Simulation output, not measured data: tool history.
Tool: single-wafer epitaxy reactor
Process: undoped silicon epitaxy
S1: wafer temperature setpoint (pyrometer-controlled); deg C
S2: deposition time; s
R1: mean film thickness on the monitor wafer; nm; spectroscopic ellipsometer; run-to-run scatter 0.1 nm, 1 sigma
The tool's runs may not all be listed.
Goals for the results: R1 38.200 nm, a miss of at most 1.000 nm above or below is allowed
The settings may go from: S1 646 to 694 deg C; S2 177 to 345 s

{"run": 1, "day": 0.0, "S1": 670, "S2": 261, "R1": 71.508}
{"run": 2, "day": 0.371, "S1": 663, "S2": 250, "R1": 57.799}
{"run": 3, "day": 0.488, "S1": 663, "S2": 280, "R1": 65.119}
{"run": 4, "day": 0.796, "S1": 658, "S2": 269, "R1": 55.243}
{"run": 5, "day": 1.138, "S1": 648, "S2": 269, "R1": 43.253}
{"run": 6, "day": 1.433, "S1": 647, "S2": 263, "R1": 41.184}
{"run": 7, "day": 1.517, "S1": 647, "S2": 259, "R1": 40.562}
{"run": 8, "day": 1.542, "S1": 647, "S2": 256, "R1": 39.794}
{"run": 9, "day": 1.629, "S1": 647, "S2": 255, "R1": 39.786}
{"run": 10, "day": 1.908, "S1": 647, "S2": 254, "R1": 39.749}
{"run": 11, "day": 2.075, "S1": 647, "S2": 253, "R1": 39.634}
{"run": 12, "day": 2.346, "S1": 647, "S2": 252, "R1": 39.384}

Pick the move, out of 4, that brings all results within their allowed miss; only one does.
{"run": "A", "day": 2.617, "S1": 647, "S2": 245, "R1": "?"}
{"run": "B", "day": 2.617, "S1": 649, "S2": 245, "R1": "?"}
{"run": "C", "day": 2.617, "S1": 648, "S2": 258, "R1": "?"}
{"run": "D", "day": 2.617, "S1": 653, "S2": 230, "R1": "?"}

move=A R1=38.217
move=B R1=40.186
move=C R1=41.270
move=D R1=41.681
A: every result lands within tolerance
B: moves away from the targets compared with the last run
C: moves away from the targets compared with the last run
D: moves away from the targets compared with the last run
The right move is A.

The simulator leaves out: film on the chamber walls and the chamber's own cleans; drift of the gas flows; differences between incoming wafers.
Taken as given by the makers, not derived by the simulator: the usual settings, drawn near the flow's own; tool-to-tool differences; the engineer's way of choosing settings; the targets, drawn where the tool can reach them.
